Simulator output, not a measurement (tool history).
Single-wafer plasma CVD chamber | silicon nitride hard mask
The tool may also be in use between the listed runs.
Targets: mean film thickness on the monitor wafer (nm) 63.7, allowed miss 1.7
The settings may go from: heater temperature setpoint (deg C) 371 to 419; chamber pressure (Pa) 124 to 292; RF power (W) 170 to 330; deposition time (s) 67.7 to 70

run,hour,heater temperature setpoint (deg C),chamber pressure (Pa),RF power (W),deposition time (s),mean film thickness on the monitor wafer (nm)
1,0,395,208,250,67.7,73.249
2,4.7,395,192,245,67.7,70.799
3,6.2,395,180,240,67.7,68.942
4,11.2,403,180,240,67.7,69.083
5,19.8,403,180,240,67.7,68.921
6,27,403,171,235,67.7,67.003
7,30.6,403,164,235,67.7,66.527
8,31.3,403,159,235,67.7,66.08
9,35.9,403,155,235,67.7,65.694
10,39.9,403,151,235,67.7,65.484

4 next moves are on the table. One of them brings every result within its allowed miss. Which?
A,43.9,401,145,215,70,?
B,43.9,403,149,240,70,?
C,43.9,409,136,220,67.7,?
D,43.9,402,159,230,69.8,?

move,mean film thickness on the monitor wafer (nm)
A,63.453
B,68.621
C,61.269
D,67.478
A: meets every target
B: further off than the last run
C: takes the result that was furthest off past its target
D: further off than the last run
Answer: A

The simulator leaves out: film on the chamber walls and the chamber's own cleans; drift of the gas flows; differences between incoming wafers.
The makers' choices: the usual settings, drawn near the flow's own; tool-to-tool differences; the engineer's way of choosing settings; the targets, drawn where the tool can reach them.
